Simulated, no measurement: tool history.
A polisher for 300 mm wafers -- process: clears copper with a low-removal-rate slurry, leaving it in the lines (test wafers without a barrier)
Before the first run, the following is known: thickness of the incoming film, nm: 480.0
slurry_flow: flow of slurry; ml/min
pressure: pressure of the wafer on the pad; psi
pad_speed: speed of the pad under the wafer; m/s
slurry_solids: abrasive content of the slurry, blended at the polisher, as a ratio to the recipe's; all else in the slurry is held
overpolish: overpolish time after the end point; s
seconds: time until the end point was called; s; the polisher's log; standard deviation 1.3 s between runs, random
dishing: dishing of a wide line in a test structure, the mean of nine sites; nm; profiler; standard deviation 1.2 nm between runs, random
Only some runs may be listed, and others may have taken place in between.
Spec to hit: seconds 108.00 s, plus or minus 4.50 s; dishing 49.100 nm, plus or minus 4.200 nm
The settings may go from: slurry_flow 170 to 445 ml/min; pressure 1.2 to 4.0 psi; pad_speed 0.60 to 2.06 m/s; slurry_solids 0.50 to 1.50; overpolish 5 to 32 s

run,hour,slurry_flow,pressure,pad_speed,slurry_solids,overpolish,seconds,dishing
1,0.0,285,2.6,1.32,1.00,16,146.68,30.123
2,4.8,285,2.8,1.32,1.00,17,140.46,35.070
3,9.8,285,2.8,1.32,0.85,17,145.43,32.835
4,17.8,285,3.0,1.32,0.85,17,136.83,34.254
5,20.0,285,3.2,1.32,0.85,18,128.78,39.218
6,24.5,285,3.2,1.32,0.85,21,128.84,42.759
7,26.3,285,3.3,1.32,0.85,21,122.24,42.630
8,30.9,285,3.4,1.32,0.85,21,120.15,43.276
9,35.3,285,3.5,1.32,0.85,21,114.59,41.427

Below are 5 possible settings for the next run. Only one of them brings all results inside the allowed miss of their targets. Which is it?
A,39.7,380,3.8,1.26,0.65,18,?,?
B,39.7,440,3.4,1.24,1.00,24,?,?
C,39.7,255,3.6,1.26,0.90,20,?,?
D,39.7,330,4.0,1.24,0.80,24,?,?
E,39.7,305,3.5,1.26,0.85,19,?,?

move,seconds,dishing
A,118.90,37.941
B,117.50,45.032
C,118.05,40.597
D,109.10,47.235
E,121.13,38.671
A: misses by more than the last run did
B: corrects the largest miss of the last run, while another result sits out of spec
C: misses by more than the last run did
D: meets every target
E: misses by more than the last run did
Answer: D
